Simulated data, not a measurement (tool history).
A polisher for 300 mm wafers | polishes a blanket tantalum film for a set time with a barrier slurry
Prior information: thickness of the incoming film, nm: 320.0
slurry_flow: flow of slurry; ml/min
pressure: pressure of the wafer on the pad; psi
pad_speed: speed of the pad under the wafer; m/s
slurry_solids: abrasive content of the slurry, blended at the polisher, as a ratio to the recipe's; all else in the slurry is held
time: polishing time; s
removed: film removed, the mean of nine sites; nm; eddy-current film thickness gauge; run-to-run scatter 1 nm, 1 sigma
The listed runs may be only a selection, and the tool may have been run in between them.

{"run": 1, "hour": 0.0, "slurry_flow": 315, "pressure": 2.5, "pad_speed": 1.16, "slurry_solids": 1.0, "time": 68, "removed": 181.18}
{"run": 2, "hour": 6.2, "slurry_flow": 315, "pressure": 2.5, "pad_speed": 1.16, "slurry_solids": 0.9, "time": 68, "removed": 176.25}
{"run": 3, "hour": 7.7, "slurry_flow": 315, "pressure": 2.3, "pad_speed": 1.16, "slurry_solids": 0.9, "time": 68, "removed": 161.11}
{"run": 4, "hour": 13.9, "slurry_flow": 315, "pressure": 2.3, "pad_speed": 1.38, "slurry_solids": 0.9, "time": 68, "removed": 185.66}
{"run": 5, "hour": 18.3, "slurry_flow": 315, "pressure": 2.8, "pad_speed": 1.38, "slurry_solids": 0.9, "time": 68, "removed": 221.65}
{"run": 6, "hour": 21.8, "slurry_flow": 315, "pressure": 2.5, "pad_speed": 1.36, "slurry_solids": 0.9, "time": 68, "removed": 201.24}
{"run": 7, "hour": 23.5, "slurry_flow": 315, "pressure": 2.3, "pad_speed": 1.34, "slurry_solids": 0.9, "time": 68, "removed": 181.25}
{"run": 8, "hour": 25.0, "slurry_flow": 315, "pressure": 2.1, "pad_speed": 1.34, "slurry_solids": 0.9, "time": 68, "removed": 166.19}
{"run": 9, "hour": 28.6, "slurry_flow": 315, "pressure": 1.9, "pad_speed": 1.34, "slurry_solids": 0.9, "time": 68, "removed": 151.15}
{"run": 10, "hour": 30.3, "slurry_flow": 315, "pressure": 1.8, "pad_speed": 1.34, "slurry_solids": 0.9, "time": 68, "removed": 143.09}

Run 11, settings as shown, results not yet in. Your forecast:
{"run": 11, "hour": 35.2, "slurry_flow": 315, "pressure": 1.7, "pad_speed": 1.34, "slurry_solids": 0.9, "time": 68, "removed": "?"}

removed: 133.98 nm
